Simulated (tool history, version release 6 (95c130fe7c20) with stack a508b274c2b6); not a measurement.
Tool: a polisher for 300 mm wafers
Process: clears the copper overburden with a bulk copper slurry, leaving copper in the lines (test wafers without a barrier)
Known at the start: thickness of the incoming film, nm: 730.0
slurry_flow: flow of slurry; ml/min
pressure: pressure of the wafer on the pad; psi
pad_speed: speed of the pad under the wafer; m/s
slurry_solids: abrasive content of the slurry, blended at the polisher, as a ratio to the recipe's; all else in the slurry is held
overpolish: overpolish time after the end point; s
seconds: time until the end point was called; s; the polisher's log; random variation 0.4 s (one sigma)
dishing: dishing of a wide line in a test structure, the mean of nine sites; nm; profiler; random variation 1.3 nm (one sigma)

run 1 hour=0 | slurry_flow=210 pressure=2.7 pad_speed=1.42 slurry_solids=1 overpolish=15 | seconds=59.873 dishing=52.456
run 2 hour=5.4 | slurry_flow=210 pressure=2.2 pad_speed=1.42 slurry_solids=1 overpolish=15 | seconds=71.867 dishing=47.496
run 3 hour=10.5 | slurry_flow=210 pressure=2.2 pad_speed=1.68 slurry_solids=1 overpolish=15 | seconds=65.672 dishing=50.061
run 4 hour=11.3 | slurry_flow=185 pressure=2.2 pad_speed=1.68 slurry_solids=1 overpolish=15 | seconds=65.715 dishing=49.289
run 5 hour=18.4 | slurry_flow=185 pressure=2.2 pad_speed=1.38 slurry_solids=1 overpolish=15 | seconds=76.97 dishing=46.825
run 6 hour=25 | slurry_flow=205 pressure=2.7 pad_speed=1.4 slurry_solids=1 overpolish=14 | seconds=61.056 dishing=53.122
run 7 hour=32.8 | slurry_flow=220 pressure=3 pad_speed=1.44 slurry_solids=1 overpolish=11 | seconds=52.067 dishing=52.095

Forecast run 8:
run 8 hour=35.6 | slurry_flow=230 pressure=3.2 pad_speed=1.44 slurry_solids=1 overpolish=12 | seconds=? dishing=?

seconds: 50.015 s
dishing: 53.842 nm

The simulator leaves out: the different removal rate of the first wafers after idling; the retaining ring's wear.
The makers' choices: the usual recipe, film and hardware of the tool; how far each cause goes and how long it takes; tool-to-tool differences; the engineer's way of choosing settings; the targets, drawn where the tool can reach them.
